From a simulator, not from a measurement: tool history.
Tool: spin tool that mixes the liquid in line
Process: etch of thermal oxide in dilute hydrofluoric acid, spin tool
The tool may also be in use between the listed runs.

run	hour	temperature setpoint of the liquid (°C)	parts of water to one part of 49 % hydrofluoric acid (parts by volume)	time under the liquid (s)	thickness taken off the thermal oxide on a monitor wafer (nm)
1	0.0	23.0	70	305	20.729
2	4.2	23.0	70	325	22.682
3	6.8	23.0	70	305	21.032
4	7.6	23.0	70	325	22.276
5	8.3	20.5	70	325	20.447
6	9.8	19.5	75	325	18.303
7	17.0	19.0	80	325	16.648
8	25.0	18.5	85	325	15.218
9	28.5	18.0	90	325	14.252

The next listed run, before its measurement:
10	35.9	18.0	95	325	?

thickness taken off the thermal oxide on a monitor wafer (nm): 13.105

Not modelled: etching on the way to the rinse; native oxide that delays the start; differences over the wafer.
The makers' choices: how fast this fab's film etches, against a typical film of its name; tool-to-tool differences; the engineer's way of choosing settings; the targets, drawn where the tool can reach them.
